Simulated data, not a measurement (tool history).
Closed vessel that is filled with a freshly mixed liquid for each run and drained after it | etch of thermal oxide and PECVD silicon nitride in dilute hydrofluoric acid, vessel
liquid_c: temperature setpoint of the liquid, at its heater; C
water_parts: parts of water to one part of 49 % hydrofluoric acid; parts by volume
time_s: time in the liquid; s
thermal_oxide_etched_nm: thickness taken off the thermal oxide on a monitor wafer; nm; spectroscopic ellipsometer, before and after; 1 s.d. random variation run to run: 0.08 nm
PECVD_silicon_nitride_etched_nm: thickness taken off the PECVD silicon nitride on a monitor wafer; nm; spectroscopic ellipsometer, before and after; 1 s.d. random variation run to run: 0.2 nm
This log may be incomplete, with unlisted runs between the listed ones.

| run | hour | liquid_c | water_parts | time_s | thermal_oxide_etched_nm | PECVD_silicon_nitride_etched_nm |
|---|---|---|---|---|---|---|
| 1 | 0.0 | 21.0 | 170 | 1040 | 19.799 | 13.666 |
| 2 | 7.9 | 21.0 | 170 | 1440 | 27.367 | 18.476 |
| 3 | 10.5 | 21.0 | 115 | 1440 | 42.961 | 27.935 |
| 4 | 16.4 | 21.0 | 115 | 1830 | 54.535 | 35.250 |
| 5 | 25.1 | 21.5 | 140 | 1845 | 45.042 | 30.746 |
| 6 | 28.2 | 22.0 | 155 | 1860 | 40.896 | 28.607 |
| 7 | 33.7 | 22.5 | 170 | 1870 | 37.690 | 26.826 |
| 8 | 38.4 | 23.0 | 180 | 1885 | 36.046 | 26.797 |
| 9 | 42.9 | 23.0 | 190 | 1900 | 34.256 | 26.113 |
| 10 | 48.8 | 23.0 | 200 | 1915 | 32.461 | 24.859 |
| 11 | 52.7 | 23.0 | 205 | 1925 | 31.611 | 24.218 |
| 12 | 60.7 | 23.0 | 210 | 1935 | 30.768 | 22.967 |

Run 13 has not been measured yet. What should we expect?
| 13 | 63.1 | 23.0 | 215 | 1935 | ? | ? |

thermal_oxide_etched_nm: 30.055 nm
PECVD_silicon_nitride_etched_nm: 22.867 nm
